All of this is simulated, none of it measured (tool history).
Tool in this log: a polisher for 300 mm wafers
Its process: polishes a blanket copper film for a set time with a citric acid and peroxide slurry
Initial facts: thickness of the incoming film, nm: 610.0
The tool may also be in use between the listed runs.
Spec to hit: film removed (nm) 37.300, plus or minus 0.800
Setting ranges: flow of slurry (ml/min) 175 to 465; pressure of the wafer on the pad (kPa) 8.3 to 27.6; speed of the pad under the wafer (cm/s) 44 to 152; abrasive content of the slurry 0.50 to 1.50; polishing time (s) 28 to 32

run	day	flow of slurry (ml/min)	pressure of the wafer on the pad (kPa)	speed of the pad under the wafer (cm/s)	abrasive content of the slurry	polishing time (s)	film removed (nm)
1	0.000	295	17.9	98	1.00	32	61.355
2	0.258	295	17.9	78	1.00	32	49.261
3	0.621	295	17.9	78	1.00	32	49.615
4	0.933	290	15.9	78	1.00	32	43.432
5	1.042	290	15.9	100	1.00	32	55.664
6	1.117	290	15.9	100	1.00	28	48.519
7	1.479	275	14.5	100	1.00	28	44.517
8	1.825	250	13.8	100	1.00	28	41.985
9	2.121	250	13.8	100	1.00	28	42.300
10	2.362	235	13.1	100	1.00	28	39.684

Below are 4 possible settings for the next run. Only one of them brings all results inside the allowed miss of their targets. Which is it?
A	2.604	250	11.7	92	1.05	29	?
B	2.604	210	11.7	106	0.90	29	?
C	2.604	190	17.2	58	1.05	32	?
D	2.604	235	13.1	94	1.10	29	?

move	film removed (nm)
A	34.782
B	37.264
C	34.775
D	39.841
A: pushes the last run's worst result past its target
B: every result lands within tolerance
C: pushes the last run's worst result past its target
D: lands further from the targets than the last run did
B meets every target.

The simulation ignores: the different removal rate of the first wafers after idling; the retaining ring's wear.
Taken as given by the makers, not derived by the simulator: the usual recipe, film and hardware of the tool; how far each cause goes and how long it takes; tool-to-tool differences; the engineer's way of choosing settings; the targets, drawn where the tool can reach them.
